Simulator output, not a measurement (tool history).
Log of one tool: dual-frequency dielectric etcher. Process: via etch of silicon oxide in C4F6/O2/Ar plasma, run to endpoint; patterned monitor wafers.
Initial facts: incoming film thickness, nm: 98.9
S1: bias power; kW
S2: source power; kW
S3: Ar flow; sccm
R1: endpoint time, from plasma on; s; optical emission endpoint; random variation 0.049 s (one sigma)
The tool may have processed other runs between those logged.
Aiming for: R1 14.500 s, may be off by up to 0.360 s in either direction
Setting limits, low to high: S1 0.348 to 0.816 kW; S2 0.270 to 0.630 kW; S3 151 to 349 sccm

{"run": 1, "hour": 0.0, "S1": 0.582, "S2": 0.45, "S3": 250, "R1": 18.02}
{"run": 2, "hour": 5.3, "S1": 0.582, "S2": 0.45, "S3": 227, "R1": 17.804}
{"run": 3, "hour": 11.0, "S1": 0.606, "S2": 0.46, "S3": 225, "R1": 17.242}
{"run": 4, "hour": 17.1, "S1": 0.53, "S2": 0.46, "S3": 225, "R1": 18.673}
{"run": 5, "hour": 22.2, "S1": 0.53, "S2": 0.49, "S3": 225, "R1": 17.983}
{"hour": 23.4, "done": "Ar flow controller replaced"}
{"run": 6, "hour": 23.4, "S1": 0.53, "S2": 0.44, "S3": 225, "R1": 19.048}
{"run": 7, "hour": 31.3, "S1": 0.56, "S2": 0.44, "S3": 225, "R1": 18.458}
{"run": 8, "hour": 37.0, "S1": 0.677, "S2": 0.52, "S3": 213, "R1": 14.919}
{"run": 9, "hour": 44.8, "S1": 0.68, "S2": 0.52, "S3": 213, "R1": 14.883}

Consider the 5 candidate settings below. Which is the only one whose results all fall within their allowed miss of target?
{"run": "A", "hour": 52.6, "S1": 0.597, "S2": 0.6, "S3": 158, "R1": "?"}
{"run": "B", "hour": 52.6, "S1": 0.735, "S2": 0.57, "S3": 226, "R1": "?"}
{"run": "C", "hour": 52.6, "S1": 0.646, "S2": 0.53, "S3": 207, "R1": "?"}
{"run": "D", "hour": 52.6, "S1": 0.642, "S2": 0.51, "S3": 205, "R1": "?"}
{"run": "E", "hour": 52.6, "S1": 0.781, "S2": 0.53, "S3": 210, "R1": "?"}

move=A R1=14.583
move=B R1=13.697
move=C R1=15.189
move=D R1=15.550
move=E R1=13.672
A: each result inside its tolerance
B: takes the result that was furthest off past its target
C: further off than the last run
D: further off than the last run
E: takes the result that was furthest off past its target
Correct choice: A, which meets every target
